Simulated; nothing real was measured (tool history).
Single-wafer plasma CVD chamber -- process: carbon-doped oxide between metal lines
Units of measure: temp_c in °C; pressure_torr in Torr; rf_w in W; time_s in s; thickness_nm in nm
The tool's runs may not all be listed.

run	hour	temp_c	pressure_torr	rf_w	time_s	thickness_nm
1	0	340	4.91	600	13.7	84.951
2	6	336	4.91	600	13.7	86.519
3	11.5	336	4.91	685	13.7	93.193
4	15.8	342	4.91	685	13.7	91.189
5	21.7	347	4.49	660	13.7	87.281
6	25.2	347	5.2	660	13.7	89.76

Run 7 is up next; what results do you expect?
7	29.3	349	4.59	640	13.7	?

thickness_nm: 85.274 nm
